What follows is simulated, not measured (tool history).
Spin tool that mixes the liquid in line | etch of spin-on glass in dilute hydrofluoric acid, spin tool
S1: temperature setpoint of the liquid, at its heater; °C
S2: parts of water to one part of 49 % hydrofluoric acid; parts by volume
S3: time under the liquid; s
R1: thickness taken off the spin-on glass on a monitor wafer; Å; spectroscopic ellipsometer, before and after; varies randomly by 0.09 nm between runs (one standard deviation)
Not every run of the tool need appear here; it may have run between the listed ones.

run,hour,S1,S2,S3,R1
1,0.0,21.0,235,175,114.77
2,4.5,22.5,220,175,131.17
3,7.1,26.0,220,175,150.21
4,10.1,26.0,220,175,149.68
5,13.4,26.0,220,185,157.81
6,20.3,26.0,220,175,149.23
7,29.0,26.5,210,175,161.43
8,33.4,27.0,200,175,173.75
9,35.6,27.5,195,175,182.91
10,43.9,28.0,190,175,192.53

Forecast run 11:
11,51.9,28.0,185,175,?

R1: 199.07 Å
